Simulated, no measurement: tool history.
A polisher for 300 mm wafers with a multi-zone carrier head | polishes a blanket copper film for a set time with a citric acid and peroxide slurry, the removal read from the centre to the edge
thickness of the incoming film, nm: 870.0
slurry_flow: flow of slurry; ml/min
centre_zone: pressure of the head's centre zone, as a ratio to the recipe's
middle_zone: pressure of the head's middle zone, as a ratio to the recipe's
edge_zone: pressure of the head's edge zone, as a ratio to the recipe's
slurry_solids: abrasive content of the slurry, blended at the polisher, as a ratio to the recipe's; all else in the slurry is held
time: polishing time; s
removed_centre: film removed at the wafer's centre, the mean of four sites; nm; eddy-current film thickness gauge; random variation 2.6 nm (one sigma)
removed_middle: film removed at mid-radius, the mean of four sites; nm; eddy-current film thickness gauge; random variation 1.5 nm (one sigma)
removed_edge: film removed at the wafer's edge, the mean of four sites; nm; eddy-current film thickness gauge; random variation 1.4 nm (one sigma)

run	day	slurry_flow	centre_zone	middle_zone	edge_zone	slurry_solids	time	removed_centre	removed_middle	removed_edge
1	0	320	1	1	1	1	90	205.45	220.79	214.03
2	0.338	320	1	1	1.05	1	90	206.41	221.04	223.48
3	0.708	320	1.01	1	1	0.9	89	200.82	211.14	212.12
4	0.938	325	1.03	1.03	0.97	0.9	86	198.45	206.71	200.21
5	1.275	325	1.05	1.06	0.94	0.85	84	196.47	207.44	189.68
6	1.462	325	1.06	1.07	0.91	0.8	83	190.43	199.83	177.86
7	1.804	320	1.06	1.07	0.89	0.8	83	191.29	202.52	179.31
8	1.85	320	1.07	1.08	0.88	0.75	83	188.81	199.56	173.52
9	1.879	320	1.08	1.08	0.87	0.75	83	191.38	198.08	173.44

The next listed run, before its measurement:
10	2.25	320	1.08	1.09	0.86	0.7	83	?	?	?

Run 10 gave removed_centre 190.15 nm, removed_middle 197.54 nm, removed_edge 168.7 nm.

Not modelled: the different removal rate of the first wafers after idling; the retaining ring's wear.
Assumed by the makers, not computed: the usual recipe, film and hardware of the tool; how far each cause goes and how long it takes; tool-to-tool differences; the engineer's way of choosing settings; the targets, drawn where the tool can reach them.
